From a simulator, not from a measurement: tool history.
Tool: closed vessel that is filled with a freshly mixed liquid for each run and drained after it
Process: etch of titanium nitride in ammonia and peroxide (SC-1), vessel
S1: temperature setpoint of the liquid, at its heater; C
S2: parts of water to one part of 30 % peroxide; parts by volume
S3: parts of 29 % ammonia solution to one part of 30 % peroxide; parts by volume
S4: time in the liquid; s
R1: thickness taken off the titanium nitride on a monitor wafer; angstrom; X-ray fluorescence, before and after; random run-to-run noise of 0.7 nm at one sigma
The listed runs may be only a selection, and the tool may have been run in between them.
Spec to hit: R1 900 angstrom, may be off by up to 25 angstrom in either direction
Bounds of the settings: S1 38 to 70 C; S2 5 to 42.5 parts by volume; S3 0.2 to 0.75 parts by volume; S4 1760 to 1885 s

| run | day | S1 | S2 | S3 | S4 | R1 |
|---|---|---|---|---|---|---|
| 1 | 0 | 54 | 23.5 | 0.45 | 1760 | 793.75 |
| 2 | 0.258 | 54.5 | 23.5 | 0.45 | 1760 | 815.5 |
| 3 | 0.45 | 54.5 | 17.5 | 0.45 | 1760 | 968.84 |
| 4 | 0.517 | 54.5 | 17.5 | 0.45 | 1760 | 968.96 |
| 5 | 0.771 | 54 | 17.5 | 0.45 | 1760 | 913.9 |
| 6 | 1.146 | 48.5 | 17.5 | 0.45 | 1760 | 637.87 |
| 7 | 1.2 | 50 | 17.5 | 0.45 | 1760 | 702.01 |
| 8 | 1.304 | 51 | 17.5 | 0.45 | 1760 | 750.38 |
| 9 | 1.458 | 52 | 17.5 | 0.45 | 1760 | 821.52 |
| 10 | 1.804 | 52.5 | 17.5 | 0.45 | 1760 | 836.78 |
| 11 | 1.929 | 53 | 17.5 | 0.45 | 1760 | 862.97 |

4 next moves are on the table. One of them brings every result within its allowed miss. Which?
| A | 2.054 | 55.5 | 22 | 0.45 | 1760 | ? |
| B | 2.054 | 53.5 | 21 | 0.45 | 1760 | ? |
| C | 2.054 | 51.5 | 18 | 0.4 | 1830 | ? |
| D | 2.054 | 54.5 | 23.5 | 0.4 | 1875 | ? |

| move | R1 |
|---|---|
| A | 904.48 |
| B | 810.74 |
| C | 783.51 |
| D | 848.55 |
A: every result lands within tolerance
B: lands further from the targets than the last run did
C: lands further from the targets than the last run did
D: lands further from the targets than the last run did
Answer: A

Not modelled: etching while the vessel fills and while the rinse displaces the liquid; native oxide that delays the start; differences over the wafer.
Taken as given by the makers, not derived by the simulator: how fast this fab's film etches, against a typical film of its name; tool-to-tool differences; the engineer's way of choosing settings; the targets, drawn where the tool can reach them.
